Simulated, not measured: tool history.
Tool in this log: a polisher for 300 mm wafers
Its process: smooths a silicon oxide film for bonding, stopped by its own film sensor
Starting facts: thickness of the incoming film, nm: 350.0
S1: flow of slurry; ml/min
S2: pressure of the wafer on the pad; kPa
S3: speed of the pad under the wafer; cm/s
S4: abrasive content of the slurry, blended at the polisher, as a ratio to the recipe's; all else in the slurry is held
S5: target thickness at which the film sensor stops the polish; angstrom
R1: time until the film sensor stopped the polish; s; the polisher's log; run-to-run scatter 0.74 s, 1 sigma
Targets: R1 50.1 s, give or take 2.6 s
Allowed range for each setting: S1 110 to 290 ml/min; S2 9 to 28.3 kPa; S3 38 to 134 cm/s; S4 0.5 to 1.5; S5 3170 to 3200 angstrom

run	hour	S1	S2	S3	S4	S5	R1
1	0	185	18.6	86	1	3170	36.945
2	5.3	185	17.2	86	1	3170	39.095
3	9.6	185	15.9	86	1	3170	41.977
4	10.6	185	15.2	86	1	3170	43.158
5	14.8	185	14.5	86	1	3170	45.197
6	18.7	205	14.5	86	1	3170	43.274
7	23.1	195	13.8	86	1	3170	46.299
8	27.1	190	13.8	86	1	3170	45.765

4 next moves are on the table. One of them brings every result within its allowed miss. Which?
A	31.1	205	11	102	1.05	3190	?
B	31.1	190	15.9	88	0.85	3170	?
C	31.1	190	14.5	80	1.05	3200	?
D	31.1	205	11	80	1	3200	?

move	R1
A	42.631
B	42.466
C	41.704
D	50.752
A: lands further from the targets than the last run did
B: lands further from the targets than the last run did
C: lands further from the targets than the last run did
D: all results in spec
Move D is the one to make.

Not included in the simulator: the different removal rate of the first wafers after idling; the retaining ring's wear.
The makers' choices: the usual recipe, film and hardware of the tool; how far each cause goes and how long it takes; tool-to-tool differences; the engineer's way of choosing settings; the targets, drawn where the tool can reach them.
